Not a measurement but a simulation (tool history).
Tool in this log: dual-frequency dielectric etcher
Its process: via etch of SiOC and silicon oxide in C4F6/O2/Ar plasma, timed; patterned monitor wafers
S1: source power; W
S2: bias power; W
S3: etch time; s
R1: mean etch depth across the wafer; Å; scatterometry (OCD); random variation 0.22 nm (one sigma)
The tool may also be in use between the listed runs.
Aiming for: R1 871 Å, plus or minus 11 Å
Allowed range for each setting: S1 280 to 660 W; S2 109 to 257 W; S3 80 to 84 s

run 1 hour=0 | S1=470 S2=183 S3=80 | R1=981.65
run 2 hour=5.1 | S1=470 S2=152 S3=80 | R1=930.18
run 3 hour=9.4 | S1=430 S2=152 S3=80 | R1=900.9
run 4 hour=18 | S1=420 S2=152 S3=80 | R1=892.55
run 5 hour=23.2 | S1=420 S2=152 S3=84 | R1=936.59
run 6 hour=28.2 | S1=400 S2=151 S3=84 | R1=923.38
run 7 hour=34.7 | S1=380 S2=150 S3=84 | R1=900.3
run 8 hour=36.2 | S1=370 S2=150 S3=84 | R1=892.68

Pick the move, out of 5, that brings all results within their allowed miss; only one does.
run A hour=37.7 | S1=420 S2=143 S3=81.5 | R1=?
run B hour=37.7 | S1=360 S2=157 S3=84 | R1=?
run C hour=37.7 | S1=370 S2=144 S3=83 | R1=?
run D hour=37.7 | S1=360 S2=166 S3=81.5 | R1=?
run E hour=37.7 | S1=330 S2=180 S3=83.5 | R1=?

move=A R1=892.35
move=B R1=897
move=C R1=871.3
move=D R1=885.58
move=E R1=903.94
A: as far off as the last run
B: lands further from the targets than the last run did
C: every result lands within tolerance
D: nearer than the last run, and not there yet
E: lands further from the targets than the last run did
Answer: C
